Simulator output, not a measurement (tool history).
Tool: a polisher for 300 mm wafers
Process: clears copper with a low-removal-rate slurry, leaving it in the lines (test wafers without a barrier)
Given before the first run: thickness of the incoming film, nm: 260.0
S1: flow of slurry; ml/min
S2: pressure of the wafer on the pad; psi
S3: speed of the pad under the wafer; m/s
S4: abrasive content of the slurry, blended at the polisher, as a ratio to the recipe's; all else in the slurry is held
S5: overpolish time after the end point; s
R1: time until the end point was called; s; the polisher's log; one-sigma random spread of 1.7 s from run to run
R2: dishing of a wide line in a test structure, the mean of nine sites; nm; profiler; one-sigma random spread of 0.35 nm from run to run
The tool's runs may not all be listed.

{"run": 1, "hour": 0.0, "S1": 130, "S2": 3.0, "S3": 0.84, "S4": 1.0, "S5": 25, "R1": 104.89, "R2": 41.417}
{"run": 2, "hour": 1.8, "S1": 130, "S2": 2.9, "S3": 0.84, "S4": 1.0, "S5": 23, "R1": 109.57, "R2": 36.746}
{"run": 3, "hour": 8.7, "S1": 130, "S2": 2.3, "S3": 0.84, "S4": 1.0, "S5": 23, "R1": 133.62, "R2": 30.65}
{"run": 4, "hour": 12.4, "S1": 130, "S2": 2.3, "S3": 0.84, "S4": 0.85, "S5": 23, "R1": 144.35, "R2": 29.242}
{"run": 5, "hour": 13.7, "S1": 130, "S2": 2.3, "S3": 0.84, "S4": 0.85, "S5": 22, "R1": 143.41, "R2": 28.581}
{"run": 6, "hour": 21.6, "S1": 130, "S2": 2.3, "S3": 0.84, "S4": 0.85, "S5": 21, "R1": 141.69, "R2": 27.255}
{"run": 7, "hour": 24.6, "S1": 130, "S2": 2.3, "S3": 0.84, "S4": 0.85, "S5": 20, "R1": 143.06, "R2": 25.818}

The next listed run, before its measurement:
{"run": 8, "hour": 25.8, "S1": 130, "S2": 2.3, "S3": 0.84, "S4": 0.85, "S5": 19, "R1": "?", "R2": "?"}

Run 8 measured R1 142.00 s, R2 24.336 nm.

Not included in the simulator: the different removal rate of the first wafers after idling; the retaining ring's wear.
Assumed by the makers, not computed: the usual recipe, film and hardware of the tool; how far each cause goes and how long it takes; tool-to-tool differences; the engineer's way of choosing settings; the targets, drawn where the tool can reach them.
